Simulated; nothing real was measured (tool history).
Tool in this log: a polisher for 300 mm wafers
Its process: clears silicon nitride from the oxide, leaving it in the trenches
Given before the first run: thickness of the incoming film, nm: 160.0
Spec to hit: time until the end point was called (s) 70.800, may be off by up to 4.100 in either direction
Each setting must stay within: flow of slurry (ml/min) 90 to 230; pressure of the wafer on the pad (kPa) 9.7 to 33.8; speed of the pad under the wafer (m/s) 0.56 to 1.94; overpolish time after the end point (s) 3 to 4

run    day  flow of slurry (ml/min)  pressure of the wafer on the pad (kPa)  speed of the pad under the wafer (m/s)  overpolish time after the end point (s)  time until the end point was called (s)
  1  0.000                      150                                    21.4                                    1.24                                        4                                  143.780
  2  0.208                      180                                    21.4                                    1.24                                        4                                  141.950
  3  0.267                      155                                    21.4                                    1.24                                        4                                  142.110
  4  0.608                      155                                    21.4                                    1.24                                        3                                  143.340
  5  0.892                      155                                    21.4                                    1.06                                        3                                  168.690
  6  1.000                      140                                    21.4                                    1.06                                        3                                  174.970
  7  1.354                      170                                    27.6                                    1.42                                        3                                   95.417
  8  1.450                      170                                    29.0                                    1.44                                        3                                   91.808
  9  1.821                      170                                    29.6                                    1.46                                        3                                   89.232
 10  2.046                      170                                    30.3                                    1.48                                        3                                   82.718
 11  2.371                      170                                    31.0                                    1.48                                        3                                   84.505

Which single option among these 5 for the next run brings every result within its allowed miss of target? Just one does.
  A  2.696                      150                                    33.8                                    1.78                                        4                                        ?
  B  2.696                      210                                    31.7                                    1.86                                        3                                        ?
  C  2.696                      190                                    31.7                                    1.06                                        4                                        ?
  D  2.696                      160                                    33.8                                    1.82                                        4                                        ?
  E  2.696                      180                                    33.8                                    1.54                                        4                                        ?

move  time until the end point was called (s)
   A                                   64.821
   B                                   62.615
   C                                  109.740
   D                                   62.679
   E                                   72.368
A: pushes the last run's worst result past its target
B: pushes the last run's worst result past its target
C: the biggest miss grows against the last run
D: pushes the last run's worst result past its target
E: all results land within tolerance of their targets
Move E is the one to make.
